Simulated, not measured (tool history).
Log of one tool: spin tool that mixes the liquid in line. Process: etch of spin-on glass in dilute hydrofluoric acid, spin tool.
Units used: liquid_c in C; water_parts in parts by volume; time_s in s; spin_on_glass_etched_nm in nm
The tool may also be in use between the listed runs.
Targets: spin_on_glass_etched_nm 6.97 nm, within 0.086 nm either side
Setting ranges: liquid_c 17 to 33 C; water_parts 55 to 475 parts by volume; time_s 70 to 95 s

run	hour	liquid_c	water_parts	time_s	spin_on_glass_etched_nm
1	0	25	265	95	10.034
2	4.8	23	270	95	9.1555
3	10.6	21.5	275	95	8.4579
4	19.2	21.5	200	95	12.527
5	20.1	21.5	200	95	12.539
6	23.9	20.5	220	95	10.715
7	29	19.5	235	95	9.5643
8	34.2	19	245	95	8.8642
9	40.5	18.5	255	95	8.2886
10	43.2	18	260	95	7.9478
11	44.9	17.5	265	95	7.5898
12	51.9	17.5	270	95	7.4585
13	56	17	275	95	7.1488

Next run, 5 choices. One meets every target within its allowed miss, the rest don't. Which?
A	60.1	20.5	265	80	?
B	60.1	18.5	260	85	?
C	60.1	17	225	75	?
D	60.1	17.5	285	95	?
E	60.1	17	270	95	?

move	spin_on_glass_etched_nm
A	7.1784
B	7.2452
C	7.1924
D	6.9584
E	7.2992
A: further off than the last run
B: further off than the last run
C: further off than the last run
D: every result within its allowed miss
E: further off than the last run
The move that meets every target is D.
